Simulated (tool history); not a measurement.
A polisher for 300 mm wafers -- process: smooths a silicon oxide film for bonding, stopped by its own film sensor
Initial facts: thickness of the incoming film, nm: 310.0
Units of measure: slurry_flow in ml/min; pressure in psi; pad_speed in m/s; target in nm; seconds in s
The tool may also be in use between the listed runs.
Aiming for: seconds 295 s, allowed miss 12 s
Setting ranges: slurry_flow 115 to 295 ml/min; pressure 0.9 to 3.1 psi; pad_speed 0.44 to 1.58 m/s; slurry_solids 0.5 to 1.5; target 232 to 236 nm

{"run": 1, "hour": 0.0, "slurry_flow": 190, "pressure": 2, "pad_speed": 1, "slurry_solids": 1, "target": 236, "seconds": 160.16}
{"run": 2, "hour": 6.5, "slurry_flow": 190, "pressure": 1.8, "pad_speed": 0.98, "slurry_solids": 1, "target": 236, "seconds": 179.13}
{"run": 3, "hour": 10.3, "slurry_flow": 190, "pressure": 1.6, "pad_speed": 0.96, "slurry_solids": 1, "target": 236, "seconds": 198.19}
{"run": 4, "hour": 11.1, "slurry_flow": 190, "pressure": 1.5, "pad_speed": 0.94, "slurry_solids": 1, "target": 236, "seconds": 210.78}
{"hour": 19.9, "done": "slurry blender recalibrated"}
{"run": 5, "hour": 19.9, "slurry_flow": 190, "pressure": 1.4, "pad_speed": 0.92, "slurry_solids": 1, "target": 236, "seconds": 188.3}
{"run": 6, "hour": 23.4, "slurry_flow": 190, "pressure": 1.3, "pad_speed": 0.84, "slurry_solids": 0.9, "target": 235, "seconds": 229.92}
{"run": 7, "hour": 24.7, "slurry_flow": 190, "pressure": 1.2, "pad_speed": 0.8, "slurry_solids": 0.9, "target": 235, "seconds": 256.47}
{"run": 8, "hour": 25.4, "slurry_flow": 190, "pressure": 1.1, "pad_speed": 0.78, "slurry_solids": 0.9, "target": 235, "seconds": 277.23}
{"run": 9, "hour": 31.5, "slurry_flow": 190, "pressure": 1.1, "pad_speed": 0.78, "slurry_solids": 0.9, "target": 235, "seconds": 279.5}

Pick the move, out of 4, that brings all results within their allowed miss; only one does.
{"run": "A", "hour": 37.6, "slurry_flow": 185, "pressure": 1.3, "pad_speed": 0.72, "slurry_solids": 0.7, "target": 235, "seconds": "?"}
{"run": "B", "hour": 37.6, "slurry_flow": 230, "pressure": 1.3, "pad_speed": 0.8, "slurry_solids": 0.75, "target": 232, "seconds": "?"}
{"run": "C", "hour": 37.6, "slurry_flow": 190, "pressure": 1.1, "pad_speed": 0.66, "slurry_solids": 0.85, "target": 232, "seconds": "?"}
{"run": "D", "hour": 37.6, "slurry_flow": 215, "pressure": 1.1, "pad_speed": 0.84, "slurry_solids": 0.85, "target": 236, "seconds": "?"}

move=A seconds=295.81
move=B seconds=267.11
move=C seconds=339.65
move=D seconds=263.35
A: hits every target within its allowed miss
B: moves away from the targets compared with the last run
C: pushes the last run's worst result past its target
D: moves away from the targets compared with the last run
The move that meets every target is A.
